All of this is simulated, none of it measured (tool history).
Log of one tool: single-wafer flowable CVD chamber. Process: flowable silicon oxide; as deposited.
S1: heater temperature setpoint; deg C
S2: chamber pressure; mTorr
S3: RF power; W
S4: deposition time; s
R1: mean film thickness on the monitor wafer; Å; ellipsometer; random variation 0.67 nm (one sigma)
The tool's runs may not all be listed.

Run 1, hour 0.0: S1 100 deg C, S2 1100 mTorr, S3 2520 W, S4 289 s. Result: R1 2676.9 Å.
Run 2, hour 8.5: S1 103 deg C, S2 1100 mTorr, S3 2520 W, S4 289 s. Result: R1 2391.5 Å.
Run 3, hour 17.0: S1 105 deg C, S2 1100 mTorr, S3 2520 W, S4 289 s. Result: R1 2235.0 Å.
Run 4, hour 24.0: S1 107 deg C, S2 1100 mTorr, S3 2520 W, S4 289 s. Result: R1 2080.2 Å.
Run 5, hour 25.7: S1 108 deg C, S2 1100 mTorr, S3 2520 W, S4 289 s. Result: R1 2007.6 Å.
Run 6, hour 29.4: S1 108 deg C, S2 1100 mTorr, S3 2520 W, S4 276 s. Result: R1 1915.3 Å.

The next listed run, before its measurement:
Run 7, hour 31.8: S1 109 deg C, S2 1100 mTorr, S3 2520 W, S4 276 s. Result: R1 ?.

{"run 7": {"R1": 1857.5}}
